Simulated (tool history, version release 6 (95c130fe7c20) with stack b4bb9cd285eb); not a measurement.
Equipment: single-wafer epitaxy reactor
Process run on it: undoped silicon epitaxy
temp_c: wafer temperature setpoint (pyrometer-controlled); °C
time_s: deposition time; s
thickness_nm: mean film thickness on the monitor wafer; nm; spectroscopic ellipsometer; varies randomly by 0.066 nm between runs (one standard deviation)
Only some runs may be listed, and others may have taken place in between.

run 1 hour=0 | temp_c=650 time_s=153 | thickness_nm=27.452
run 2 hour=6 | temp_c=644 time_s=153 | thickness_nm=23.685
run 3 hour=14.1 | temp_c=641 time_s=153 | thickness_nm=21.909
run 4 hour=18.6 | temp_c=639 time_s=153 | thickness_nm=20.858
run 5 hour=21.3 | temp_c=637 time_s=153 | thickness_nm=19.715
run 6 hour=27.8 | temp_c=637 time_s=161 | thickness_nm=20.9

Run 7 is up next; what results do you expect?
run 7 hour=29.4 | temp_c=635 time_s=161 | thickness_nm=?

{"run 7": {"thickness_nm": 19.994}}

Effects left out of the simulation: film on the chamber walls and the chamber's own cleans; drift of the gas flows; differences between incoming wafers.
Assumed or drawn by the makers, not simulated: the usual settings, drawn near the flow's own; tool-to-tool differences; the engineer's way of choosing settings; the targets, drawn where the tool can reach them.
